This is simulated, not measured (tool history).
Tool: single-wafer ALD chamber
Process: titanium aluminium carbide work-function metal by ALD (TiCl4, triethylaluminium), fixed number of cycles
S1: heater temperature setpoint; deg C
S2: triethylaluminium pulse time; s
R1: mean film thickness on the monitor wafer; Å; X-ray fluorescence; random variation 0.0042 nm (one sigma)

Run 1, hour 0.0: S1 290 deg C, S2 15.85 s. Result: R1 18.8210 Å.
Run 2, hour 5.9: S1 299 deg C, S2 15.85 s. Result: R1 19.5700 Å.
Run 3, hour 9.4: S1 291 deg C, S2 13.43 s. Result: R1 18.7280 Å.
Run 4, hour 17.6: S1 281 deg C, S2 13.43 s. Result: R1 17.9120 Å.
Run 5, hour 24.4: S1 289 deg C, S2 13.43 s. Result: R1 18.6910 Å.
Run 6, hour 29.4: S1 289 deg C, S2 9.22 s. Result: R1 16.3070 Å.
Run 7, hour 31.1: S1 277 deg C, S2 5.71 s. Result: R1 3.5264 Å.
Run 8, hour 39.4: S1 282 deg C, S2 5.72 s. Result: R1 3.7010 Å.
Run 9, hour 46.5: S1 290 deg C, S2 5.82 s. Result: R1 4.5761 Å.
Run 10, hour 47.0: S1 295 deg C, S2 6.80 s. Result: R1 10.4750 Å.

Expected results for the next run?
Run 11, hour 52.0: S1 296 deg C, S2 6.80 s. Result: R1 ?.

R1: 10.5700 Å
